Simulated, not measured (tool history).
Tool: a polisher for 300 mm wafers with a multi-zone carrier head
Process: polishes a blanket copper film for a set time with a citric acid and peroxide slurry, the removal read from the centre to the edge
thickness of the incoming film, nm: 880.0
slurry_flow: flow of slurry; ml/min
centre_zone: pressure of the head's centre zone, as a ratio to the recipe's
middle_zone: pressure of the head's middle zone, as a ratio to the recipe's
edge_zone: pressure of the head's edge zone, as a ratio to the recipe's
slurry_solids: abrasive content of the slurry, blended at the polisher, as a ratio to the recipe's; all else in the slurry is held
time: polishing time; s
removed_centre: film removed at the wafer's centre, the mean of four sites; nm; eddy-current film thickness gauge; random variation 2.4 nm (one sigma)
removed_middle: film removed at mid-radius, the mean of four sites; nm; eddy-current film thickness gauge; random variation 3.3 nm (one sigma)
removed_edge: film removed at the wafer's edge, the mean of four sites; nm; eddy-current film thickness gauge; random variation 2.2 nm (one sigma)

run,hour,slurry_flow,centre_zone,middle_zone,edge_zone,slurry_solids,time,removed_centre,removed_middle,removed_edge
1,0,260,1,1,1,1,85,208.68,211.43,213.24
2,6.1,260,0.97,1,1.05,1.15,89,211.97,226.25,235.2
3,14.3,260,0.97,0.95,1.05,1.15,89,215.41,219.51,236.55
4,22,230,0.97,0.95,1.05,1.15,89,214.32,218.32,236.59
5,27.9,230,1.02,0.95,1.05,1.15,89,224.93,214.41,231.97
6,29.1,230,1.07,0.95,1.05,1.15,89,236.79,215.98,234.16

The next listed run, before its measurement:
7,30.1,235,1.03,0.97,1.09,1.25,92,?,?,?

{"run 7": {"removed_centre": 240.18, "removed_middle": 228.86, "removed_edge": 246.85}}
